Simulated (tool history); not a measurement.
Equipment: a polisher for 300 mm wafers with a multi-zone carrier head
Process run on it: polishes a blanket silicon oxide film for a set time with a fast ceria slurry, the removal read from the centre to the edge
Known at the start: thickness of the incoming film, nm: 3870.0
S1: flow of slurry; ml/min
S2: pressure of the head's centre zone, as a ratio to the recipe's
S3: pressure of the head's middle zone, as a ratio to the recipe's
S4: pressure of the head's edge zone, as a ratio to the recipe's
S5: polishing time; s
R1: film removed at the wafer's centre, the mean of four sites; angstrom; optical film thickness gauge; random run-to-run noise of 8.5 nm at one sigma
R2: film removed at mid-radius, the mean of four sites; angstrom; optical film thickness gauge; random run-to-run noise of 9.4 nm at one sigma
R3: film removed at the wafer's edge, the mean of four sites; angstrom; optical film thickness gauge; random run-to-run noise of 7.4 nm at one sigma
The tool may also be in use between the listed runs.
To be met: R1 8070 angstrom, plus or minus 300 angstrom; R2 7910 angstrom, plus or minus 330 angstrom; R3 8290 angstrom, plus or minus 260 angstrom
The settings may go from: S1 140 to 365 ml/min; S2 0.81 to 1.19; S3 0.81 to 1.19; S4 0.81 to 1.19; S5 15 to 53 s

run 1 hour=0 | S1=235 S2=1 S3=1 S4=1 S5=34 | R1=6196.7 R2=6278.5 R3=6222
run 2 hour=6.5 | S1=265 S2=1 S3=1 S4=1 S5=34 | R1=6197.5 R2=6472.6 R3=6342.1
run 3 hour=12.4 | S1=270 S2=1.01 S3=1 S4=1.02 S5=35 | R1=6408.3 R2=6514.6 R3=6513.5
run 4 hour=17.3 | S1=230 S2=1.01 S3=1 S4=1.02 S5=35 | R1=6349.1 R2=6350.9 R3=6395.3
run 5 hour=22.3 | S1=230 S2=1.01 S3=1 S4=1.02 S5=29 | R1=5312.4 R2=5330.5 R3=5284.8
run 6 hour=27.2 | S1=230 S2=0.93 S3=1 S4=1.02 S5=29 | R1=4775.1 R2=5407.9 R3=5404.1
run 7 hour=33.6 | S1=240 S2=0.95 S3=1 S4=1.03 S5=31 | R1=5267.3 R2=5807.9 R3=5701.7
run 8 hour=41.2 | S1=190 S2=1.01 S3=0.92 S4=1.11 S5=41 | R1=7168 R2=6877.8 R3=7863.6
run 9 hour=47.6 | S1=200 S2=1.02 S3=0.93 S4=1.11 S5=41 | R1=7230.7 R2=6958.2 R3=7781.8
run 10 hour=50.9 | S1=205 S2=1.03 S3=0.94 S4=1.11 S5=41 | R1=7598.8 R2=7151.5 R3=7784.6
run 11 hour=54.9 | S1=210 S2=1.03 S3=0.94 S4=1.12 S5=41 | R1=7640.3 R2=7273.8 R3=7957.7

Which one of the following 5 next-run settings gets every result inside its allowed miss? There is exactly one.
run A hour=58.9 | S1=200 S2=1.02 S3=0.93 S4=0.95 S5=44 | R1=? R2=? R3=?
run B hour=58.9 | S1=185 S2=1.07 S3=0.91 S4=1.18 S5=44 | R1=? R2=? R3=?
run C hour=58.9 | S1=185 S2=0.91 S3=0.97 S4=1.09 S5=46 | R1=? R2=? R3=?
run D hour=58.9 | S1=215 S2=0.98 S3=1.12 S4=1.16 S5=40 | R1=? R2=? R3=?
run E hour=58.9 | S1=170 S2=1.07 S3=1.02 S4=1.14 S5=44 | R1=? R2=? R3=?

move=A R1=7838.5 R2=7384.9 R3=7762.3
move=B R1=8133 R2=7176.1 R3=8583.8
move=C R1=7225.2 R2=7921.3 R3=8609
move=D R1=6921 R2=7926.4 R3=7820.5
move=E R1=8035.1 R2=7807.8 R3=8348.6
A: lands further from the targets than the last run did
B: lands further from the targets than the last run did
C: the furthest-off result lands on target, but another misses its tolerance
D: the furthest-off result lands on target, but another misses its tolerance
E: all results land within tolerance of their targets
The move that meets every target is E.
